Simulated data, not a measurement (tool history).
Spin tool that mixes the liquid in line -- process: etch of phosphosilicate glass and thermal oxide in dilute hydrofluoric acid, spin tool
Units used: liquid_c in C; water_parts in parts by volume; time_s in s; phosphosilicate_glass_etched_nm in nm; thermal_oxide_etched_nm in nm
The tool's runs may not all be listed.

| run | hour | liquid_c | water_parts | time_s | phosphosilicate_glass_etched_nm | thermal_oxide_etched_nm |
|---|---|---|---|---|---|---|
| 1 | 0 | 24 | 120 | 30 | 32.647 | 1.1608 |
| 2 | 3.7 | 25.5 | 110 | 30 | 38.234 | 1.2622 |
| 3 | 4.2 | 28 | 110 | 30 | 41.977 | 1.5304 |
| 4 | 10.5 | 25 | 110 | 30 | 37.736 | 1.2819 |
| 5 | 14.6 | 25 | 145 | 30 | 27.263 | 0.92497 |
| 6 | 19 | 27 | 145 | 30 | 29.636 | 1.0434 |
| 7 | 21.4 | 31 | 95 | 30 | 55.439 | 1.9391 |
| 8 | 22.4 | 32 | 65 | 30 | 88.845 | 3.211 |
| 9 | 30.4 | 31 | 65 | 30 | 85.407 | 3.0147 |
| 10 | 38 | 30.5 | 65 | 30 | 82.528 | 3.0002 |
| 11 | 45.9 | 30 | 65 | 30 | 81.826 | 2.7891 |

Estimate the outcome of run 12 from the log above:
| 12 | 50.3 | 29.5 | 65 | 30 | ? | ? |

phosphosilicate_glass_etched_nm: 80.346 nm
thermal_oxide_etched_nm: 2.6976 nm

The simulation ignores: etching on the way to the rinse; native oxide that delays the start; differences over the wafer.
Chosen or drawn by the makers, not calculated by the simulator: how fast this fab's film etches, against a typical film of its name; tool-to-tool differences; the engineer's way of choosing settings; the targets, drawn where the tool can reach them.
